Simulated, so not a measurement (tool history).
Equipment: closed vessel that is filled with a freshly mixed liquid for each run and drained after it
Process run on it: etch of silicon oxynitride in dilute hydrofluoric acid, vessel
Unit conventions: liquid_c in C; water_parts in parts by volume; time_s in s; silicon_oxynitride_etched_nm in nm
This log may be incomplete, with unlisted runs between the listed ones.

{"run": 1, "hour": 0.0, "liquid_c": 25, "water_parts": 250, "time_s": 655, "silicon_oxynitride_etched_nm": 10.454}
{"run": 2, "hour": 6.9, "liquid_c": 24, "water_parts": 250, "time_s": 655, "silicon_oxynitride_etched_nm": 10.106}
{"run": 3, "hour": 11.7, "liquid_c": 23, "water_parts": 250, "time_s": 655, "silicon_oxynitride_etched_nm": 9.623}
{"run": 4, "hour": 14.1, "liquid_c": 22.5, "water_parts": 250, "time_s": 655, "silicon_oxynitride_etched_nm": 9.2954}
{"run": 5, "hour": 20.9, "liquid_c": 22.5, "water_parts": 250, "time_s": 700, "silicon_oxynitride_etched_nm": 10.126}
{"run": 6, "hour": 23.6, "liquid_c": 21.5, "water_parts": 250, "time_s": 700, "silicon_oxynitride_etched_nm": 9.5276}

What will run 7 give?
{"run": 7, "hour": 30.0, "liquid_c": 21, "water_parts": 250, "time_s": 700, "silicon_oxynitride_etched_nm": "?"}

silicon_oxynitride_etched_nm: 9.4175 nm

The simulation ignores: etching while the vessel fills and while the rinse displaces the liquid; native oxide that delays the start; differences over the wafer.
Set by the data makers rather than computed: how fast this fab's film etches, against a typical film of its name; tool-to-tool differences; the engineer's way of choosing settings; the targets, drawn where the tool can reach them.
